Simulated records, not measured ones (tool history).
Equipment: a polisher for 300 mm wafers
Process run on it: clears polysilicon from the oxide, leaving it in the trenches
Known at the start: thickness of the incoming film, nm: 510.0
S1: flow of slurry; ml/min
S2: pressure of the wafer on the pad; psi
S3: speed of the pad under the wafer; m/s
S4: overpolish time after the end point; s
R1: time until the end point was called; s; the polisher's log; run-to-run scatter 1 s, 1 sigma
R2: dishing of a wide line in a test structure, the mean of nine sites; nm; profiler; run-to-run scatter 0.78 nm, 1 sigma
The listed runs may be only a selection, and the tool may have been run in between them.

{"run": 1, "day": 0.0, "S1": 235, "S2": 3.1, "S3": 1.14, "S4": 25, "R1": 23.797, "R2": 70.622}
{"run": 2, "day": 0.358, "S1": 195, "S2": 3.1, "S3": 1.14, "S4": 25, "R1": 24.841, "R2": 71.619}
{"run": 3, "day": 0.675, "S1": 215, "S2": 2.9, "S3": 1.08, "S4": 23, "R1": 27.962, "R2": 71.443}
{"run": 4, "day": 0.833, "S1": 215, "S2": 2.9, "S3": 1.08, "S4": 16, "R1": 28.251, "R2": 69.552}
{"run": 5, "day": 1.058, "S1": 215, "S2": 3.2, "S3": 1.08, "S4": 16, "R1": 24.174, "R2": 72.278}
{"run": 6, "day": 1.196, "S1": 230, "S2": 3.0, "S3": 1.06, "S4": 20, "R1": 26.322, "R2": 71.813}
{"run": 7, "day": 1.358, "S1": 220, "S2": 2.8, "S3": 1.06, "S4": 19, "R1": 28.253, "R2": 70.161}
{"run": 8, "day": 1.458, "S1": 225, "S2": 2.6, "S3": 1.02, "S4": 18, "R1": 31.603, "R2": 71.879}
{"run": 9, "day": 1.754, "S1": 215, "S2": 2.5, "S3": 1.02, "S4": 17, "R1": 32.736, "R2": 70.533}
{"run": 10, "day": 2.067, "S1": 205, "S2": 2.4, "S3": 1.0, "S4": 16, "R1": 35.227, "R2": 69.502}
{"run": 11, "day": 2.262, "S1": 200, "S2": 2.3, "S3": 0.98, "S4": 15, "R1": 37.713, "R2": 67.634}
{"run": 12, "day": 2.317, "S1": 140, "S2": 1.4, "S3": 0.84, "S4": 8, "R1": 71.104, "R2": 37.829}
{"run": 13, "day": 2.654, "S1": 150, "S2": 1.4, "S3": 0.84, "S4": 8, "R1": 69.096, "R2": 38.013}

Predict the results of run 14:
{"run": 14, "day": 2.746, "S1": 160, "S2": 1.4, "S3": 0.84, "S4": 9, "R1": "?", "R2": "?"}

R1: 68.775 s
R2: 41.525 nm

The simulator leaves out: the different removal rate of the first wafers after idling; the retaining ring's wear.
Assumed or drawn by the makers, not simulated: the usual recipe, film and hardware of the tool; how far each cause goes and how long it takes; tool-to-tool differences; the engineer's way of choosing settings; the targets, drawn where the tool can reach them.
